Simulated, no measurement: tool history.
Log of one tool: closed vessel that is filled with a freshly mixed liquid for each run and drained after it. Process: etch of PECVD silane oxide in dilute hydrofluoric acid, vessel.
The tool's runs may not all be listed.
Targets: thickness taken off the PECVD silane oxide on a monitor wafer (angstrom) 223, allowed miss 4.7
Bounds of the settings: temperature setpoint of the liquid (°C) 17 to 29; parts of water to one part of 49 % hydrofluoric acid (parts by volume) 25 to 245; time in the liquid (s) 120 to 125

run	hour	temperature setpoint of the liquid (°C)	parts of water to one part of 49 % hydrofluoric acid (parts by volume)	time in the liquid (s)	thickness taken off the PECVD silane oxide on a monitor wafer (angstrom)
1	0	21	135	120	270.33
2	3.5	19	135	120	246.89
3	11.3	19	135	120	246.25
4	14.5	18.5	135	120	244.25
5	22.9	18	135	120	235.19
6	29.6	18	135	125	246.75
# hour 34: hydrofluoric acid flow meter replaced
7	34	17.5	135	125	266.47
8	40.7	17.5	140	125	253.76

4 next moves are on the table. One of them brings every result within its allowed miss. Which?
A	47.4	17	155	125	?
B	47.4	18.5	170	125	?
C	47.4	17	155	120	?
D	47.4	19	150	120	?

move	thickness taken off the PECVD silane oxide on a monitor wafer (angstrom)
A	222.59
B	212.51
C	213.69
D	240.65
A: meets every target
B: takes the result that was furthest off past its target
C: takes the result that was furthest off past its target
D: nearer than the last run, and not there yet
Answer: A
